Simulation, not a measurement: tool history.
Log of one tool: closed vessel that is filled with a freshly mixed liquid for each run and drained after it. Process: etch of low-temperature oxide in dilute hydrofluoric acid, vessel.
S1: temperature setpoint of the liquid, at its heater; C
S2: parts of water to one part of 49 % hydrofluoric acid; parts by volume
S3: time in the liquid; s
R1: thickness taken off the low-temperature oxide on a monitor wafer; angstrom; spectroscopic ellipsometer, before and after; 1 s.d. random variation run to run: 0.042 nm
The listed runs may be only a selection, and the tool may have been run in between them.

run,day,S1,S2,S3,R1
1,0,21,285,30,18.789
2,0.138,22.5,245,30,24.006
3,0.5,24,220,30,28.987
4,0.592,24,150,30,45.648
5,0.712,24,65,30,115.61
6,0.804,24,65,30,115.89
7,0.912,24.5,85,30,89.594
8,1.104,25.5,95,30,81.027
9,1.325,26,105,30,75.178
10,1.488,22,160,30,39.013

The next listed run, before its measurement:
11,1.604,26,160,30,?

R1: 45.711 angstrom
